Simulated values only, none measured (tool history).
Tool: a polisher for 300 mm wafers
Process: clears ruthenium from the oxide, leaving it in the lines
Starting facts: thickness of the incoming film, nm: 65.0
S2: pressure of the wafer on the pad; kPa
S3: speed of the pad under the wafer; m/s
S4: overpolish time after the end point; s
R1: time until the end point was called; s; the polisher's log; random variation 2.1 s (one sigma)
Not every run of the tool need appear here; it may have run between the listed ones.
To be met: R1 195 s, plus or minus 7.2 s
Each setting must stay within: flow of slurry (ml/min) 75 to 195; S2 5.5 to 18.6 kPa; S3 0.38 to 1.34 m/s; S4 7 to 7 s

run 1 hour=0 | flow_of_slurry_(ml/min)=125 S2=11.7 S3=0.86 S4=7 | R1=107.7
run 2 hour=5.6 | flow_of_slurry_(ml/min)=125 S2=13.8 S3=0.86 S4=7 | R1=93.095
run 3 hour=10.4 | flow_of_slurry_(ml/min)=125 S2=13.8 S3=0.86 S4=7 | R1=94.405
run 4 hour=16.1 | flow_of_slurry_(ml/min)=125 S2=12.4 S3=0.84 S4=7 | R1=105.25
run 5 hour=21.4 | flow_of_slurry_(ml/min)=125 S2=11.7 S3=0.82 S4=7 | R1=115.31
run 6 hour=30 | flow_of_slurry_(ml/min)=110 S2=11.7 S3=0.82 S4=7 | R1=115.69
run 7 hour=37.1 | flow_of_slurry_(ml/min)=110 S2=11 S3=0.82 S4=7 | R1=123.8
run 8 hour=45.7 | flow_of_slurry_(ml/min)=110 S2=10.3 S3=0.82 S4=7 | R1=129.5
run 9 hour=48.2 | flow_of_slurry_(ml/min)=110 S2=9.7 S3=0.82 S4=7 | R1=140.01
run 10 hour=50.7 | flow_of_slurry_(ml/min)=110 S2=9 S3=0.82 S4=7 | R1=146.87
run 11 hour=52.9 | flow_of_slurry_(ml/min)=110 S2=8.3 S3=0.82 S4=7 | R1=158.43
-- hour=60.8 worn pad replaced by a new one
run 12 hour=60.8 | flow_of_slurry_(ml/min)=110 S2=8.3 S3=0.82 S4=7 | R1=141.38
run 13 hour=64.6 | flow_of_slurry_(ml/min)=95 S2=5.5 S3=0.76 S4=7 | R1=216.8
run 14 hour=72.4 | flow_of_slurry_(ml/min)=100 S2=5.5 S3=0.76 S4=7 | R1=212.9
run 15 hour=81.3 | flow_of_slurry_(ml/min)=125 S2=6.2 S3=0.76 S4=7 | R1=185.76
run 16 hour=84.9 | flow_of_slurry_(ml/min)=120 S2=6.2 S3=0.76 S4=7 | R1=186.09

Consider the 5 candidate settings below. Which is the only one whose results all fall within their allowed miss of target?
run A hour=88.5 | flow_of_slurry_(ml/min)=105 S2=5.5 S3=0.94 S4=7 | R1=?
run B hour=88.5 | flow_of_slurry_(ml/min)=100 S2=5.5 S3=0.76 S4=7 | R1=?
run C hour=88.5 | flow_of_slurry_(ml/min)=110 S2=6.9 S3=0.68 S4=7 | R1=?
run D hour=88.5 | flow_of_slurry_(ml/min)=100 S2=7.6 S3=0.72 S4=7 | R1=?
run E hour=88.5 | flow_of_slurry_(ml/min)=105 S2=6.2 S3=0.7 S4=7 | R1=?

move=A R1=172.36
move=B R1=214.01
move=C R1=196.21
move=D R1=177.17
move=E R1=209.31
A: further off than the last run
B: moves the result that the last run missed by most past its target, out the other side
C: meets every target
D: further off than the last run
E: moves the result that the last run missed by most past its target, out the other side
So the answer is move C, the one that meets all the targets.

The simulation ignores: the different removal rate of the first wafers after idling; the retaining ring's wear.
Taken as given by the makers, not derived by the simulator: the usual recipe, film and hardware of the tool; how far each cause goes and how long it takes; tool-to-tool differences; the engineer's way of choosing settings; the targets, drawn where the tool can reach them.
